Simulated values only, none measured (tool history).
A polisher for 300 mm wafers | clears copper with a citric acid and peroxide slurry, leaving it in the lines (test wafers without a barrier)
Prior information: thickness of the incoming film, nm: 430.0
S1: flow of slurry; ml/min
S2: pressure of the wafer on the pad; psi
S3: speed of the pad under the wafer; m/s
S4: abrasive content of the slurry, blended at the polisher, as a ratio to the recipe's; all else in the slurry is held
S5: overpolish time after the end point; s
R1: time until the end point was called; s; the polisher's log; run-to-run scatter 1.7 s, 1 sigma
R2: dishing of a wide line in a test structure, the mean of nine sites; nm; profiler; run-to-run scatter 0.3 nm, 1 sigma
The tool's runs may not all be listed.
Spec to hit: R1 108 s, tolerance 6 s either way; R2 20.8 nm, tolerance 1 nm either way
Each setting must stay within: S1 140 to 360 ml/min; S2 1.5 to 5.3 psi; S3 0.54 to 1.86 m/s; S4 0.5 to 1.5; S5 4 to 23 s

run	hour	S1	S2	S3	S4	S5	R1	R2
1	0	230	3.4	1.18	1	12	168.28	20.288
2	2	250	3.4	1.18	1	12	164.28	20.256
3	2.6	265	3.8	1.18	1	11	149.5	21.196
4	5.2	265	3.1	1.18	1	11	179.45	17.235
5	11.7	215	3.1	1.18	1	11	189.65	17.538
6	15.9	245	3.6	1.2	1	10	152.4	18.56
7	23.5	250	3.9	1.2	1	9	138.93	18.184
8	28.3	250	4.2	1.2	1	9	134.38	19.046
9	31.4	260	4.5	1.2	1	9	123.5	20.598
10	35.8	260	4.7	1.2	1	9	117.91	21.173
# hour 36.3: worn pad replaced by a new one
11	36.3	260	4.8	1.2	1	9	103.24	23.93
12	43.3	260	4.8	1.2	1	8	105.83	22.616
13	47.8	260	4.7	1.2	1	7	105.33	19.009

Pick the move, out of 4, that brings all results within their allowed miss; only one does.
A	52.3	260	4.2	1.28	0.95	9	?	?
B	52.3	305	4.9	1.22	1.1	7	?	?
C	52.3	275	4.1	1.44	0.65	8	?	?
D	52.3	280	4.4	1.28	0.95	7	?	?

move	R1	R2
A	112.33	22.811
B	96.81	20.783
C	110.29	20.772
D	106.64	18.934
A: pushes the last run's worst result past its target
B: brings the result that was furthest off to its target, and leaves another outside
C: in spec on every target
D: neither nearer nor further off than the last run
So the answer is move C, the one that meets all the targets.
